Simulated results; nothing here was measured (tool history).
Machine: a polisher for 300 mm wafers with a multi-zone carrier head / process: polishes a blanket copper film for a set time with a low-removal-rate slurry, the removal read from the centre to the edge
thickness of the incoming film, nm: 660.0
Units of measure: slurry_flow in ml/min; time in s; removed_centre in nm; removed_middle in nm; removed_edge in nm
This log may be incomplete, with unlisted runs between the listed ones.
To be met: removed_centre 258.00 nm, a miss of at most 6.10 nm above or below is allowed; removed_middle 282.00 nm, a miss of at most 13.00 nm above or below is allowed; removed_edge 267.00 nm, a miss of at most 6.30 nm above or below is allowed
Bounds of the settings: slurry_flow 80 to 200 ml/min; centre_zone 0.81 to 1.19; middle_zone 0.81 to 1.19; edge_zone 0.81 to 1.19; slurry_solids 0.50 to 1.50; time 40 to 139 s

run 1 hour=0.0 | slurry_flow=130 centre_zone=1.00 middle_zone=1.00 edge_zone=1.00 slurry_solids=1.00 time=89 | removed_centre=195.43 removed_middle=197.73 removed_edge=199.08
run 2 hour=7.4 | slurry_flow=130 centre_zone=1.00 middle_zone=1.00 edge_zone=1.00 slurry_solids=1.00 time=99 | removed_centre=216.27 removed_middle=216.86 removed_edge=221.03
run 3 hour=13.9 | slurry_flow=130 centre_zone=1.00 middle_zone=1.00 edge_zone=0.93 slurry_solids=1.00 time=99 | removed_centre=217.71 removed_middle=220.59 removed_edge=213.82
run 4 hour=21.1 | slurry_flow=135 centre_zone=1.00 middle_zone=1.02 edge_zone=0.95 slurry_solids=1.05 time=99 | removed_centre=219.95 removed_middle=223.36 removed_edge=215.09
run 5 hour=22.4 | slurry_flow=140 centre_zone=1.00 middle_zone=1.04 edge_zone=0.97 slurry_solids=1.10 time=100 | removed_centre=226.53 removed_middle=236.55 removed_edge=223.13
run 6 hour=25.4 | slurry_flow=145 centre_zone=1.00 middle_zone=1.05 edge_zone=0.99 slurry_solids=1.15 time=100 | removed_centre=230.40 removed_middle=238.66 removed_edge=232.80
run 7 hour=31.5 | slurry_flow=150 centre_zone=1.00 middle_zone=1.06 edge_zone=1.00 slurry_solids=1.15 time=100 | removed_centre=235.04 removed_middle=251.11 removed_edge=233.75
run 8 hour=32.8 | slurry_flow=155 centre_zone=1.00 middle_zone=1.06 edge_zone=1.01 slurry_solids=1.15 time=100 | removed_centre=236.43 removed_middle=242.04 removed_edge=234.84
run 9 hour=34.3 | slurry_flow=155 centre_zone=1.00 middle_zone=1.07 edge_zone=1.02 slurry_solids=1.20 time=100 | removed_centre=240.72 removed_middle=254.08 removed_edge=241.05
run 10 hour=40.9 | slurry_flow=190 centre_zone=0.99 middle_zone=1.09 edge_zone=1.12 slurry_solids=1.20 time=100 | removed_centre=244.95 removed_middle=266.52 removed_edge=258.60

Consider the 4 candidate settings below. Which is the only one whose results all fall within their allowed miss of target?
run A hour=47.5 | slurry_flow=185 centre_zone=1.06 middle_zone=1.03 edge_zone=1.08 slurry_solids=1.20 time=98 | removed_centre=? removed_middle=? removed_edge=?
run B hour=47.5 | slurry_flow=200 centre_zone=0.87 middle_zone=1.19 edge_zone=1.09 slurry_solids=1.10 time=104 | removed_centre=? removed_middle=? removed_edge=?
run C hour=47.5 | slurry_flow=170 centre_zone=1.00 middle_zone=1.12 edge_zone=1.11 slurry_solids=1.50 time=100 | removed_centre=? removed_middle=? removed_edge=?
run D hour=47.5 | slurry_flow=190 centre_zone=1.02 middle_zone=0.95 edge_zone=1.19 slurry_solids=1.05 time=104 | removed_centre=? removed_middle=? removed_edge=?

move=A removed_centre=261.21 removed_middle=250.58 removed_edge=246.64
move=B removed_centre=226.02 removed_middle=299.00 removed_edge=259.62
move=C removed_centre=260.47 removed_middle=284.98 removed_edge=265.41
move=D removed_centre=259.84 removed_middle=242.07 removed_edge=268.07
A: meets the target for the result that was furthest off, but another lies outside its allowed miss
B: moves away from the targets compared with the last run
C: meets every target
D: meets the target for the result that was furthest off, but another lies outside its allowed miss
C meets every target.
